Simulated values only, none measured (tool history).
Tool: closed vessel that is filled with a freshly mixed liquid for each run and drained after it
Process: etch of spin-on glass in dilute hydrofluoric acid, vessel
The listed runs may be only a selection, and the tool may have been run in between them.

run,hour,temperature setpoint of the liquid (C),parts of water to one part of 49 % hydrofluoric acid (parts by volume),time in the liquid (s),thickness taken off the spin-on glass on a monitor wafer (Å)
1,0.0,22.0,180,95,190.80
2,5.5,20.5,180,95,182.01
3,12.8,20.5,135,95,255.24
4,18.0,20.5,75,95,493.15
# hour 26.1: hydrofluoric acid flow meter replaced
5,26.1,22.5,75,95,584.97
6,32.6,22.5,45,95,1011.30
7,35.0,20.5,55,95,746.05
8,41.4,17.0,110,95,308.36
9,45.1,18.5,110,95,329.42

Expected results for the next run?
10,46.9,19.5,110,95,?

thickness taken off the spin-on glass on a monitor wafer (Å): 346.80
